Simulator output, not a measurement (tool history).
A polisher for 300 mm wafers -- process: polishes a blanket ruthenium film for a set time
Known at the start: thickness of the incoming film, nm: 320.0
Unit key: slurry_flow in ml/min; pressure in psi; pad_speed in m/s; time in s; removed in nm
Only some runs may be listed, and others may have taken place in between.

run	hour	slurry_flow	pressure	pad_speed	time	removed
1	0	170	2.8	0.82	52	57.481
2	6.6	175	3.3	0.86	52	72.457
3	7.3	180	3.6	0.88	52	80.72
4	15.9	140	3.6	0.88	52	75.4
5	21.6	170	3.6	0.88	52	78.921
6	24.9	200	3.6	0.88	52	81.194
7	30.2	205	3.8	0.92	52	90.686
8	32.8	210	4	0.94	52	96.022

For run 9, what comes out?
9	40.6	210	4.1	0.98	52	?

Logged for run 9: removed 103.43 nm.
